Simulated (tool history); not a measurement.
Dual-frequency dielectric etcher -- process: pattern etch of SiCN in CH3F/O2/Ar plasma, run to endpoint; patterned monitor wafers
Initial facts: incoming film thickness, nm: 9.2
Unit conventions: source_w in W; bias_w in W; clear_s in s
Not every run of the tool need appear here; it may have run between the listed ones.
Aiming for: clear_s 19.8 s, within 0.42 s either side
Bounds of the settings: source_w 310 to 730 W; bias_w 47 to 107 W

| run | day | source_w | bias_w | clear_s |
|---|---|---|---|---|
| 1 | 0 | 520 | 77 | 21.626 |
| 2 | 0.242 | 530 | 77 | 21.297 |
| 3 | 0.417 | 600 | 77 | 20.447 |
| 4 | 0.738 | 600 | 64 | 22.114 |
| 5 | 0.788 | 610 | 65 | 21.996 |
| 6 | 0.817 | 620 | 66 | 21.698 |
| 7 | 1.108 | 630 | 67 | 21.402 |
| 8 | 1.238 | 640 | 68 | 21.295 |
| 9 | 1.529 | 650 | 69 | 21.102 |
| 10 | 1.842 | 660 | 70 | 20.633 |
| 11 | 2.129 | 670 | 70 | 20.699 |
| 12 | 2.388 | 680 | 71 | 20.444 |
| 13 | 2.546 | 700 | 72 | 20.293 |

Which one of the following 5 next-run settings gets every result inside its allowed miss? There is exactly one.
| A | 2.704 | 660 | 70 | ? |
| B | 2.704 | 610 | 76 | ? |
| C | 2.704 | 720 | 84 | ? |
| D | 2.704 | 730 | 73 | ? |
| E | 2.704 | 730 | 82 | ? |

| move | clear_s |
|---|---|
| A | 20.579 |
| B | 20.461 |
| C | 18.866 |
| D | 19.713 |
| E | 18.949 |
A: lands further from the targets than the last run did
B: lands further from the targets than the last run did
C: moves the result that the last run missed by most past its target, out the other side
D: hits every target within its allowed miss
E: moves the result that the last run missed by most past its target, out the other side
Move D is the one to make.
